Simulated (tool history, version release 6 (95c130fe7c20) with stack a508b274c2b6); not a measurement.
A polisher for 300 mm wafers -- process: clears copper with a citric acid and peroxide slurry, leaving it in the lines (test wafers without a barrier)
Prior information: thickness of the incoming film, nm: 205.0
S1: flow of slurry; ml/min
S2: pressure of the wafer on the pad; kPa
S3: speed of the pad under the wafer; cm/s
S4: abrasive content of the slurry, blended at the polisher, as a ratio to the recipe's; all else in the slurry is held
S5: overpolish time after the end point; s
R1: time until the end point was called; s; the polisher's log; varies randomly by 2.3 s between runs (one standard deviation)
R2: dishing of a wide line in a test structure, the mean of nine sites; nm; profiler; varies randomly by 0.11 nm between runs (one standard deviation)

{"run": 1, "day": 0.0, "S1": 190, "S2": 15.2, "S3": 136, "S4": 1.0, "S5": 27, "R1": 96.535, "R2": 27.698}
{"run": 2, "day": 0.233, "S1": 190, "S2": 15.2, "S3": 136, "S4": 1.15, "S5": 27, "R1": 96.146, "R2": 28.322}
{"run": 3, "day": 0.346, "S1": 190, "S2": 15.2, "S3": 116, "S4": 1.15, "S5": 27, "R1": 106.37, "R2": 26.558}
{"run": 4, "day": 0.617, "S1": 200, "S2": 13.1, "S3": 116, "S4": 1.0, "S5": 23, "R1": 122.09, "R2": 21.869}
{"run": 5, "day": 0.808, "S1": 200, "S2": 9.7, "S3": 116, "S4": 1.0, "S5": 23, "R1": 150.8, "R2": 18.814}
{"run": 6, "day": 0.867, "S1": 200, "S2": 12.4, "S3": 116, "S4": 1.0, "S5": 23, "R1": 127.56, "R2": 21.288}
{"run": 7, "day": 0.975, "S1": 180, "S2": 11.0, "S3": 118, "S4": 0.9, "S5": 20, "R1": 139.29, "R2": 17.88}
{"run": 8, "day": 1.267, "S1": 130, "S2": 6.9, "S3": 132, "S4": 0.65, "S5": 8, "R1": 193.13, "R2": 6.286}
{"run": 9, "day": 1.621, "S1": 150, "S2": 6.9, "S3": 132, "S4": 0.65, "S5": 8, "R1": 185.92, "R2": 6.2266}
{"run": 10, "day": 1.75, "S1": 120, "S2": 9.7, "S3": 130, "S4": 0.65, "S5": 21, "R1": 159.3, "R2": 17.084}
{"run": 11, "day": 2.079, "S1": 140, "S2": 9.0, "S3": 132, "S4": 0.65, "S5": 20, "R1": 162.63, "R2": 15.842}
{"run": 12, "day": 2.212, "S1": 145, "S2": 8.3, "S3": 132, "S4": 0.75, "S5": 19, "R1": 162.61, "R2": 14.529}
{"run": 13, "day": 2.538, "S1": 150, "S2": 9.0, "S3": 128, "S4": 0.7, "S5": 18, "R1": 160.27, "R2": 14.517}
{"run": 14, "day": 2.862, "S1": 145, "S2": 8.3, "S3": 130, "S4": 0.8, "S5": 18, "R1": 163.04, "R2": 14.32}
{"run": 15, "day": 2.942, "S1": 165, "S2": 8.3, "S3": 128, "S4": 0.75, "S5": 18, "R1": 165.47, "R2": 14.536}
{"run": 16, "day": 3.142, "S1": 160, "S2": 8.3, "S3": 126, "S4": 0.85, "S5": 17, "R1": 162.35, "R2": 13.642}
{"run": 17, "day": 3.258, "S1": 165, "S2": 9.0, "S3": 124, "S4": 0.8, "S5": 16, "R1": 161.68, "R2": 13.679}
{"run": 18, "day": 3.596, "S1": 160, "S2": 8.3, "S3": 128, "S4": 0.8, "S5": 15, "R1": 161.74, "R2": 12.338}

Run 19, settings as shown, results not yet in. Your forecast:
{"run": 19, "day": 3.942, "S1": 160, "S2": 8.3, "S3": 128, "S4": 0.75, "S5": 14, "R1": "?", "R2": "?"}

For run 19 the tool returned R1 166.830 s, R2 11.4240 nm.

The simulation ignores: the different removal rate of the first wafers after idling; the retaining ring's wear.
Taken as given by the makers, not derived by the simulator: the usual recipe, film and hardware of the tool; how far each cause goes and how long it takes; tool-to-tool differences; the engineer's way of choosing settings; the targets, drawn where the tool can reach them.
